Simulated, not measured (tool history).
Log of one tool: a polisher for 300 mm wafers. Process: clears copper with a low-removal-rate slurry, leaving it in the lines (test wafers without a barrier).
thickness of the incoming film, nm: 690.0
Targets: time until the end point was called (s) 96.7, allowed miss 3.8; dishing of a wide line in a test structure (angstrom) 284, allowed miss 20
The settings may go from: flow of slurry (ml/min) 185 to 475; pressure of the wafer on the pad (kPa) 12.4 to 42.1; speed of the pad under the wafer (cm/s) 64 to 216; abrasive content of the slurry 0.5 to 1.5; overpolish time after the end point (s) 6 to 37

| run | hour | flow of slurry (ml/min) | pressure of the wafer on the pad (kPa) | speed of the pad under the wafer (cm/s) | abrasive content of the slurry | overpolish time after the end point (s) | time until the end point was called (s) | dishing of a wide line in a test structure (angstrom) |
|---|---|---|---|---|---|---|---|---|
| 1 | 0 | 305 | 26.9 | 140 | 1 | 19 | 155.02 | 508.42 |
| 2 | 8.4 | 275 | 26.9 | 140 | 1 | 19 | 154.68 | 504.39 |
| 3 | 15.2 | 275 | 26.9 | 140 | 1 | 13 | 153.89 | 364.02 |
| 4 | 20.7 | 275 | 24.1 | 140 | 1 | 13 | 171.59 | 343.54 |
| 5 | 26.8 | 275 | 28.3 | 140 | 1 | 13 | 146.84 | 385.19 |
| 6 | 34.8 | 275 | 28.3 | 140 | 1 | 7 | 146.77 | 226.79 |
| 7 | 37.3 | 275 | 30.3 | 140 | 1 | 7 | 138.78 | 236.45 |
| 8 | 44.1 | 275 | 32.4 | 140 | 1 | 7 | 128.38 | 258.06 |
| 9 | 52.5 | 275 | 33.8 | 140 | 1 | 7 | 123.58 | 264.3 |
| 10 | 56.3 | 280 | 35.2 | 140 | 1 | 7 | 119.18 | 258.59 |
| 11 | 61.9 | 280 | 36.5 | 140 | 1 | 7 | 115.01 | 285.41 |
| 12 | 65.8 | 305 | 37.2 | 140 | 1 | 7 | 114.07 | 288.71 |
| 13 | 73.3 | 295 | 37.9 | 140 | 1 | 7 | 109.4 | 286.66 |
| 14 | 76.3 | 290 | 38.6 | 140 | 1 | 7 | 108.3 | 290.6 |
| 15 | 81.1 | 280 | 39.3 | 140 | 1 | 7 | 107.59 | 304.54 |
| 16 | 87.6 | 365 | 39.3 | 144 | 1 | 6 | 102.01 | 279.29 |

5 next moves are on the table. One of them brings every result within its allowed miss. Which?
| A | 94.1 | 340 | 38.6 | 146 | 0.85 | 8 | ? | ? |
| B | 94.1 | 370 | 37.2 | 144 | 1 | 8 | ? | ? |
| C | 94.1 | 330 | 39.3 | 138 | 0.95 | 8 | ? | ? |
| D | 94.1 | 280 | 42.1 | 128 | 1.15 | 8 | ? | ? |
| E | 94.1 | 420 | 42.1 | 138 | 1.05 | 6 | ? | ? |

| move | time until the end point was called (s) | dishing of a wide line in a test structure (angstrom) |
|---|---|---|
| A | 104.8 | 342.77 |
| B | 107.16 | 335.98 |
| C | 107.66 | 335.04 |
| D | 107.49 | 335.98 |
| E | 97.699 | 283.8 |
A: further off than the last run
B: further off than the last run
C: further off than the last run
D: further off than the last run
E: meets every target
Move E is the one to make.
